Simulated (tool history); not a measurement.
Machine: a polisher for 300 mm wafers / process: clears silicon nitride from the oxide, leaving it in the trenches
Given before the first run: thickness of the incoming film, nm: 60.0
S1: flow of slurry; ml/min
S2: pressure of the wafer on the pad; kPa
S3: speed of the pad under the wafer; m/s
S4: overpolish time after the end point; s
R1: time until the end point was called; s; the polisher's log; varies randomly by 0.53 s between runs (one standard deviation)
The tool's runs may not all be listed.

Run 1, day 0: S1 250 ml/min, S2 11 kPa, S3 1.18 m/s, S4 5 s. Result: R1 86.607 s.
Run 2, day 0.267: S1 250 ml/min, S2 11 kPa, S3 1.08 m/s, S4 5 s. Result: R1 94.617 s.
Run 3, day 0.479: S1 250 ml/min, S2 13.1 kPa, S3 1.08 m/s, S4 5 s. Result: R1 82.235 s.
Run 4, day 0.567: S1 250 ml/min, S2 14.5 kPa, S3 1.14 m/s, S4 5 s. Result: R1 70.182 s.
Run 5, day 0.804: S1 310 ml/min, S2 14.5 kPa, S3 1.14 m/s, S4 5 s. Result: R1 67.689 s.
Run 6, day 1.138: S1 255 ml/min, S2 14.5 kPa, S3 1.14 m/s, S4 5 s. Result: R1 71.132 s.

The next listed run, before its measurement:
Run 7, day 1.292: S1 270 ml/min, S2 15.2 kPa, S3 1.16 m/s, S4 5 s. Result: R1 ?.

R1: 64.871 s
